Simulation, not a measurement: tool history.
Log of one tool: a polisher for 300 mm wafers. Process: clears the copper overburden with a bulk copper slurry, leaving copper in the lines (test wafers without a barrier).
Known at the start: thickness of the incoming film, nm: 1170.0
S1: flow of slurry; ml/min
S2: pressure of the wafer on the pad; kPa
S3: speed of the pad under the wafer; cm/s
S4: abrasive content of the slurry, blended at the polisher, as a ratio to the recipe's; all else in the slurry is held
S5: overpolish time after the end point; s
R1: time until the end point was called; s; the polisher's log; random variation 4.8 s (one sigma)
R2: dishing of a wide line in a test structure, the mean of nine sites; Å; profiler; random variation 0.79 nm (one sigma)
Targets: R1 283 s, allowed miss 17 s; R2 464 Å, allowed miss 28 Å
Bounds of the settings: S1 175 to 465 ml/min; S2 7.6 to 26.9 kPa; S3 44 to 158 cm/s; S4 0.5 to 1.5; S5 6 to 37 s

run	hour	S1	S2	S3	S4	S5	R1	R2
1	0	295	17.2	100	1	19	127.03	692.63
2	1.9	295	17.2	78	1	19	155.89	619.66
3	6.4	295	17.2	78	1.1	19	154.28	637.75
4	13.1	295	17.2	78	1.1	13	156.93	491.47
5	20	295	15.2	76	1.1	15	176.05	469.74
6	23	295	11	76	1.1	15	240.07	375.89
7	26.5	295	10.3	74	1.1	17	263.12	380.81
8	33.5	295	10.3	72	1.1	19	262.37	397.1
# hour 38.9: head pressure recalibrated
9	38.9	295	10.3	72	1.1	21	250.35	459.98

Which of these 4 next moves meets every target?
A	44.3	305	12.4	48	1	24	?	?
B	44.3	310	11	68	1.3	20	?	?
C	44.3	335	12.4	72	1.3	16	?	?
D	44.3	270	11	70	1.15	21	?	?

move	R1	R2
A	289.87	466.57
B	237.88	463.73
C	202.23	452.22
D	241.55	474.07
A: meets every target
B: further off than the last run
C: further off than the last run
D: further off than the last run
Move A is the one to make.
